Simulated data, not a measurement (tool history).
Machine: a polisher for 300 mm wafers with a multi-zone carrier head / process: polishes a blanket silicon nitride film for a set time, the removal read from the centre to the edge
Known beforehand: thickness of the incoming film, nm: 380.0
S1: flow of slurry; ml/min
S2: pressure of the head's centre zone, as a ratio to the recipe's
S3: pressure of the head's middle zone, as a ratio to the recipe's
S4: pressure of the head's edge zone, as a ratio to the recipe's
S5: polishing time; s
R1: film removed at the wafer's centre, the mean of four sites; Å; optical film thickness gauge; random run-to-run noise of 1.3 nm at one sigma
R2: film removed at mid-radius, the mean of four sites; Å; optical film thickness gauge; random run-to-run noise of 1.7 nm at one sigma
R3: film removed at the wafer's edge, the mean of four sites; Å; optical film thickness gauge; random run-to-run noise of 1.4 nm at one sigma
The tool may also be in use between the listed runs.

run	hour	S1	S2	S3	S4	S5	R1	R2	R3
1	0.0	220	1.00	1.00	1.00	62	1673.2	1476.7	1511.2
2	7.0	230	1.00	1.02	1.01	62	1676.5	1512.1	1541.6
3	8.9	230	0.97	1.02	1.01	62	1625.6	1477.8	1535.8
4	11.9	230	0.97	1.02	1.01	53	1372.7	1276.8	1313.7
5	13.3	230	0.97	0.97	1.01	53	1384.5	1240.7	1295.8
6	14.0	185	0.97	0.97	1.01	53	1320.1	1197.4	1282.4
7	15.8	200	0.98	1.01	1.03	54	1390.4	1268.1	1331.8
8	18.2	215	0.99	1.05	1.04	55	1465.1	1355.9	1344.9
9	23.2	220	0.98	1.06	1.05	57	1478.0	1438.3	1425.6
10	29.5	235	0.99	1.06	1.07	57	1526.4	1425.3	1458.9
11	31.9	245	1.00	1.08	1.08	57	1543.9	1466.2	1455.9

Predict the results of run 12:
12	40.8	280	1.04	1.13	1.18	61	?	?	?

R1: 1754.1 Å
R2: 1640.7 Å
R3: 1670.1 Å
